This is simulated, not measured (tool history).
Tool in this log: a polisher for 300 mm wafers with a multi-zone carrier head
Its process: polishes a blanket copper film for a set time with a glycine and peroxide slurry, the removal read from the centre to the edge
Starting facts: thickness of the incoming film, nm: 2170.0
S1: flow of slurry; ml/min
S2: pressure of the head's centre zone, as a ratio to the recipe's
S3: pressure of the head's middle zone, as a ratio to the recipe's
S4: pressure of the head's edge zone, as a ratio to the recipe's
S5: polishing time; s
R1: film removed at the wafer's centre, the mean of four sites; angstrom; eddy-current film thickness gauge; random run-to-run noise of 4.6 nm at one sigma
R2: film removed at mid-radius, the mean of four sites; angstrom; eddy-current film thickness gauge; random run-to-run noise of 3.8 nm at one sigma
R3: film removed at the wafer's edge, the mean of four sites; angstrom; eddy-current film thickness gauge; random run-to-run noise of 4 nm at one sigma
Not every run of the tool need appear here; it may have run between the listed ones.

| run | hour | S1 | S2 | S3 | S4 | S5 | R1 | R2 | R3 |
|---|---|---|---|---|---|---|---|---|---|
| 1 | 0.0 | 125 | 1.00 | 1.00 | 1.00 | 60 | 3302.5 | 3299.4 | 3284.9 |
| 2 | 2.2 | 125 | 1.00 | 1.03 | 1.00 | 60 | 3324.7 | 3475.8 | 3235.2 |
| 3 | 4.6 | 125 | 1.00 | 1.03 | 1.03 | 60 | 3338.0 | 3407.0 | 3397.7 |
| 4 | 9.9 | 120 | 1.01 | 1.03 | 1.00 | 60 | 3423.3 | 3390.8 | 3262.9 |
| 5 | 14.7 | 120 | 1.01 | 1.03 | 1.00 | 68 | 3799.5 | 3857.1 | 3691.3 |
| 6 | 18.0 | 120 | 0.96 | 1.03 | 1.00 | 68 | 3609.1 | 3945.0 | 3784.6 |
| 7 | 22.5 | 115 | 0.97 | 1.02 | 0.96 | 66 | 3462.0 | 3679.9 | 3556.8 |
| 8 | 30.1 | 115 | 0.98 | 1.03 | 0.93 | 64 | 3353.4 | 3683.8 | 3267.9 |
| 9 | 31.1 | 110 | 0.99 | 1.02 | 0.91 | 63 | 3341.2 | 3486.3 | 3302.1 |
| 10 | 39.9 | 110 | 1.00 | 1.03 | 0.89 | 61 | 3216.8 | 3429.2 | 3140.6 |

Run 11 has not been measured yet. What should we expect?
| 11 | 47.6 | 110 | 1.02 | 1.04 | 0.87 | 60 | ? | ? | ? |

R1: 3316.2 angstrom
R2: 3417.1 angstrom
R3: 3002.6 angstrom
